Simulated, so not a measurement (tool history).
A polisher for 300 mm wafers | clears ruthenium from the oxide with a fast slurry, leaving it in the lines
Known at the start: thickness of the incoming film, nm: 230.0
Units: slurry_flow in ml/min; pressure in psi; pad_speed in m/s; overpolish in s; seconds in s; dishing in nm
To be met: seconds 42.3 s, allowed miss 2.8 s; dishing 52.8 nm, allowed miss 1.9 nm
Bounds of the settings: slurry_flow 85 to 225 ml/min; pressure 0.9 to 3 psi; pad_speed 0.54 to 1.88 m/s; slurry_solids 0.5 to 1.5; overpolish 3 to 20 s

run 1 hour=0 | slurry_flow=145 pressure=1.9 pad_speed=1.2 slurry_solids=1 overpolish=10 | seconds=67.336 dishing=26.743
run 2 hour=4 | slurry_flow=135 pressure=2.2 pad_speed=1.2 slurry_solids=1 overpolish=11 | seconds=59.565 dishing=33.395
run 3 hour=12.7 | slurry_flow=135 pressure=2.2 pad_speed=0.96 slurry_solids=1 overpolish=11 | seconds=75.999 dishing=27.641
run 4 hour=13.4 | slurry_flow=140 pressure=2.5 pad_speed=1.02 slurry_solids=1 overpolish=11 | seconds=60.785 dishing=32.931
run 5 hour=18.9 | slurry_flow=140 pressure=2.5 pad_speed=1.02 slurry_solids=0.85 overpolish=11 | seconds=69.443 dishing=30.28
run 6 hour=25 | slurry_flow=140 pressure=2.6 pad_speed=1.12 slurry_solids=0.85 overpolish=11 | seconds=61.389 dishing=33.579
run 7 hour=33.7 | slurry_flow=140 pressure=2.7 pad_speed=1.2 slurry_solids=0.85 overpolish=11 | seconds=55.312 dishing=36.968
run 8 hour=34.6 | slurry_flow=140 pressure=2.8 pad_speed=1.26 slurry_solids=0.85 overpolish=11 | seconds=49.91 dishing=39.627
run 9 hour=42.9 | slurry_flow=140 pressure=2.8 pad_speed=1.26 slurry_solids=0.85 overpolish=11 | seconds=50.35 dishing=39.689

Which of these 5 next moves meets every target?
run A hour=51.2 | slurry_flow=140 pressure=3 pad_speed=1.22 slurry_solids=0.85 overpolish=12 | seconds=? dishing=?
run B hour=51.2 | slurry_flow=145 pressure=3 pad_speed=1.26 slurry_solids=0.95 overpolish=15 | seconds=? dishing=?
run C hour=51.2 | slurry_flow=150 pressure=2.9 pad_speed=1.44 slurry_solids=1.1 overpolish=11 | seconds=? dishing=?
run D hour=51.2 | slurry_flow=150 pressure=2.8 pad_speed=1.4 slurry_solids=0.9 overpolish=13 | seconds=? dishing=?
run E hour=51.2 | slurry_flow=100 pressure=3 pad_speed=1.86 slurry_solids=0.7 overpolish=8 | seconds=? dishing=?

move=A seconds=47.447 dishing=43.855
move=B seconds=42.641 dishing=57.99
move=C seconds=35.488 dishing=52.196
move=D seconds=42.305 dishing=51.816
move=E seconds=38.771 dishing=36.653
A: nearer than the last run, and not there yet
B: takes the result that was furthest off past its target
C: brings the result that was furthest off to its target, and leaves another outside
D: meets every target
E: further off than the last run
Answer: D
